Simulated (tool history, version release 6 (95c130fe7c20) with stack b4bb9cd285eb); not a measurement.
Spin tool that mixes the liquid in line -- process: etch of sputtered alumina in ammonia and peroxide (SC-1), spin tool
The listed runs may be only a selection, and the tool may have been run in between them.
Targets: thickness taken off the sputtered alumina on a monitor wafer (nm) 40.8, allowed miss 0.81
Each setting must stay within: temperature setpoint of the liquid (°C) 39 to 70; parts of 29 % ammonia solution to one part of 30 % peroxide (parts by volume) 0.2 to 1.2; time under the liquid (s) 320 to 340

run  hour  temperature setpoint of the liquid (°C)  parts of 29 % ammonia solution to one part of 30 % peroxide (parts by volume)  time under the liquid (s)  thickness taken off the sputtered alumina on a monitor wafer (nm)
  1     0                                       55                                                                            0.9                        320                                                             26.702
  2   2.5                                       57                                                                            0.9                        320                                                             29.477
  3   5.9                                     58.5                                                                            0.9                        320                                                             32.353
  4   7.9                                     58.5                                                                              1                        320                                                              32.38
  5   8.9                                     58.5                                                                              1                        340                                                             34.454
  6  12.1                                     58.5                                                                            1.2                        340                                                             35.237
  7  18.6                                       59                                                                            1.2                        340                                                             36.137
  8  25.7                                     59.5                                                                            1.2                        340                                                             36.838
  9  32.6                                       62                                                                            1.2                        340                                                                 42

Which of these 5 next moves meets every target?
  A  39.5                                     60.5                                                                            1.2                        340                                                                  ?
  B  39.5                                     60.5                                                                           0.95                        340                                                                  ?
  C  39.5                                     62.5                                                                            1.1                        340                                                                  ?
  D  39.5                                       61                                                                           1.05                        340                                                                  ?
  E  39.5                                     61.5                                                                            1.2                        340                                                                  ?

move  thickness taken off the sputtered alumina on a monitor wafer (nm)
   A                                                             39.016
   B                                                             38.161
   C                                                             42.894
   D                                                             39.535
   E                                                             41.085
A: takes the result that was furthest off past its target
B: takes the result that was furthest off past its target
C: moves away from the targets compared with the last run
D: takes the result that was furthest off past its target
E: all results land within tolerance of their targets
E is the move that brings every result within its allowed miss.

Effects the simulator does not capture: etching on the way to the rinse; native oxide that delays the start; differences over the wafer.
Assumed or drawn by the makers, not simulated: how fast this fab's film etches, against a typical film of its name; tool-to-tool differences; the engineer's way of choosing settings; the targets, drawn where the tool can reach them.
